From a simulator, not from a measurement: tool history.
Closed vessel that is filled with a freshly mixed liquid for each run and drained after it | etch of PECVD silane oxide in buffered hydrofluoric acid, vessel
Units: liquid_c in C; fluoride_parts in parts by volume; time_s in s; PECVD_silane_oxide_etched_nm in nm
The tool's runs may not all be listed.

Run 1, hour 0.0: liquid_c 20.0 C, fluoride_parts 14.5 parts by volume, time_s 95 s. Result: PECVD_silane_oxide_etched_nm 78.616 nm.
Run 2, hour 1.6: liquid_c 19.5 C, fluoride_parts 15.5 parts by volume, time_s 95 s. Result: PECVD_silane_oxide_etched_nm 71.307 nm.
Run 3, hour 5.0: liquid_c 19.0 C, fluoride_parts 16.5 parts by volume, time_s 95 s. Result: PECVD_silane_oxide_etched_nm 65.091 nm.
Run 4, hour 9.4: liquid_c 19.0 C, fluoride_parts 16.5 parts by volume, time_s 95 s. Result: PECVD_silane_oxide_etched_nm 64.652 nm.
Run 5, hour 12.6: liquid_c 19.0 C, fluoride_parts 14.0 parts by volume, time_s 95 s. Result: PECVD_silane_oxide_etched_nm 75.993 nm.
Run 6, hour 19.3: liquid_c 19.0 C, fluoride_parts 17.5 parts by volume, time_s 95 s. Result: PECVD_silane_oxide_etched_nm 61.453 nm.
Run 7, hour 20.3: liquid_c 18.5 C, fluoride_parts 18.0 parts by volume, time_s 95 s. Result: PECVD_silane_oxide_etched_nm 58.023 nm.
Run 8, hour 22.4: liquid_c 18.0 C, fluoride_parts 18.5 parts by volume, time_s 95 s. Result: PECVD_silane_oxide_etched_nm 54.939 nm.
Run 9, hour 24.4: liquid_c 18.0 C, fluoride_parts 19.0 parts by volume, time_s 95 s. Result: PECVD_silane_oxide_etched_nm 53.481 nm.

Forecast run 10:
Run 10, hour 27.9: liquid_c 18.0 C, fluoride_parts 19.5 parts by volume, time_s 95 s. Result: PECVD_silane_oxide_etched_nm ?.

{"run 10": {"PECVD_silane_oxide_etched_nm": 51.965}}
